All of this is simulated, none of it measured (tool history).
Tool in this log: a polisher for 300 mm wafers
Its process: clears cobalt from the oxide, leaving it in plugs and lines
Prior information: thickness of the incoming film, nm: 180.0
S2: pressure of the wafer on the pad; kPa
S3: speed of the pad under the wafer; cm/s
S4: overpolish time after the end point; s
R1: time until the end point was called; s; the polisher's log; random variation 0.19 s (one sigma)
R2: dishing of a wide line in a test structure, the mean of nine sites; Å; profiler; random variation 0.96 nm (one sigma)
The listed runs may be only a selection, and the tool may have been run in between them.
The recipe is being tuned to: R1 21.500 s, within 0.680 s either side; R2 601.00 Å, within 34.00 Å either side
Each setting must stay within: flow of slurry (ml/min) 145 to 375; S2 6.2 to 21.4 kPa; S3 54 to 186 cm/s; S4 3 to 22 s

{"run": 1, "hour": 0.0, "flow of slurry (ml/min)": 240, "S2": 13.8, "S3": 118, "S4": 11, "R1": 30.273, "R2": 448.39}
{"run": 2, "hour": 5.2, "flow of slurry (ml/min)": 245, "S2": 15.2, "S3": 118, "S4": 11, "R1": 27.373, "R2": 464.81}
{"run": 3, "hour": 7.8, "flow of slurry (ml/min)": 245, "S2": 15.2, "S3": 118, "S4": 8, "R1": 27.128, "R2": 380.69}
{"run": 4, "hour": 13.9, "flow of slurry (ml/min)": 245, "S2": 15.9, "S3": 118, "S4": 10, "R1": 26.262, "R2": 462.81}
{"run": 5, "hour": 20.6, "flow of slurry (ml/min)": 250, "S2": 16.5, "S3": 118, "S4": 10, "R1": 25.199, "R2": 471.26}
{"run": 6, "hour": 25.3, "flow of slurry (ml/min)": 250, "S2": 16.5, "S3": 90, "S4": 10, "R1": 29.624, "R2": 420.89}
{"run": 7, "hour": 26.0, "flow of slurry (ml/min)": 250, "S2": 17.9, "S3": 90, "S4": 11, "R1": 27.164, "R2": 477.08}
{"run": 8, "hour": 30.9, "flow of slurry (ml/min)": 250, "S2": 19.3, "S3": 90, "S4": 11, "R1": 25.434, "R2": 506.77}
{"run": 9, "hour": 32.2, "flow of slurry (ml/min)": 255, "S2": 20.0, "S3": 92, "S4": 11, "R1": 24.509, "R2": 493.73}
{"run": 10, "hour": 39.7, "flow of slurry (ml/min)": 255, "S2": 20.7, "S3": 96, "S4": 12, "R1": 22.895, "R2": 580.81}
{"run": 11, "hour": 43.6, "flow of slurry (ml/min)": 255, "S2": 20.7, "S3": 98, "S4": 12, "R1": 22.734, "R2": 562.27}
{"run": 12, "hour": 44.9, "flow of slurry (ml/min)": 255, "S2": 20.7, "S3": 100, "S4": 12, "R1": 22.22, "R2": 565.36}

Of the 5 settings listed for the next run, only one would bring every result within its allowed miss of target. Which one?
{"run": "A", "hour": 46.2, "flow of slurry (ml/min)": 230, "S2": 21.4, "S3": 102, "S4": 13, "R1": "?", "R2": "?"}
{"run": "B", "hour": 46.2, "flow of slurry (ml/min)": 240, "S2": 21.4, "S3": 90, "S4": 18, "R1": "?", "R2": "?"}
{"run": "C", "hour": 46.2, "flow of slurry (ml/min)": 280, "S2": 20.0, "S3": 96, "S4": 12, "R1": "?", "R2": "?"}
{"run": "D", "hour": 46.2, "flow of slurry (ml/min)": 260, "S2": 21.4, "S3": 86, "S4": 12, "R1": "?", "R2": "?"}
{"run": "E", "hour": 46.2, "flow of slurry (ml/min)": 225, "S2": 20.0, "S3": 102, "S4": 11, "R1": "?", "R2": "?"}

move=A R1=21.526 R2=593.08
move=B R1=23.059 R2=664.49
move=C R1=23.366 R2=545.21
move=D R1=23.472 R2=543.85
move=E R1=23.033 R2=523.21
A: every result within its allowed miss
B: further off than the last run
C: further off than the last run
D: further off than the last run
E: further off than the last run
The right move is A.
